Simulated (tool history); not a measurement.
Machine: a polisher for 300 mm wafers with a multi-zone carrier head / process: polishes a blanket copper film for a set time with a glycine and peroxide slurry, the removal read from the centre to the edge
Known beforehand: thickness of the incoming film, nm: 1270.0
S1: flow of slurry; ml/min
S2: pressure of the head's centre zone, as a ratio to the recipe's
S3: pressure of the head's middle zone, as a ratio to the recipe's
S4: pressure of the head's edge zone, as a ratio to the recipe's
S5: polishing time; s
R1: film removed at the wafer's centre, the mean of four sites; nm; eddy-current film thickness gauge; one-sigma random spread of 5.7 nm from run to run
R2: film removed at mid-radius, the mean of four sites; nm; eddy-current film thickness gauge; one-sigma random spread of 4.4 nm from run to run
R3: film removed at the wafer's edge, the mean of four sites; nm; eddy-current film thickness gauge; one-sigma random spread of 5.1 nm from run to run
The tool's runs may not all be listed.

{"run": 1, "hour": 0.0, "S1": 200, "S2": 1.0, "S3": 1.0, "S4": 1.0, "S5": 53, "R1": 350.05, "R2": 345.84, "R3": 321.22}
{"run": 2, "hour": 7.4, "S1": 200, "S2": 1.0, "S3": 1.04, "S4": 1.0, "S5": 53, "R1": 347.55, "R2": 355.37, "R3": 326.97}
{"run": 3, "hour": 8.4, "S1": 200, "S2": 1.0, "S3": 1.04, "S4": 1.0, "S5": 39, "R1": 262.37, "R2": 258.1, "R3": 239.71}
{"run": 4, "hour": 17.2, "S1": 200, "S2": 1.0, "S3": 1.04, "S4": 1.06, "S5": 39, "R1": 263.92, "R2": 261.72, "R3": 248.1}
{"run": 5, "hour": 22.4, "S1": 205, "S2": 1.01, "S3": 1.04, "S4": 1.09, "S5": 45, "R1": 304.17, "R2": 298.32, "R3": 290.93}
{"hour": 31.2, "done": "centre zone pressure recalibrated"}
{"run": 6, "hour": 31.2, "S1": 215, "S2": 1.03, "S3": 1.07, "S4": 1.11, "S5": 49, "R1": 317.34, "R2": 332.69, "R3": 324.95}
{"run": 7, "hour": 34.9, "S1": 215, "S2": 1.05, "S3": 1.06, "S4": 1.1, "S5": 53, "R1": 364.24, "R2": 364.17, "R3": 350.7}

Run 8 has not been measured yet. What should we expect?
{"run": 8, "hour": 40.6, "S1": 225, "S2": 1.07, "S3": 1.08, "S4": 1.12, "S5": 55, "R1": "?", "R2": "?", "R3": "?"}

{"run 8": {"R1": 377.24, "R2": 380.04, "R3": 361.87}}
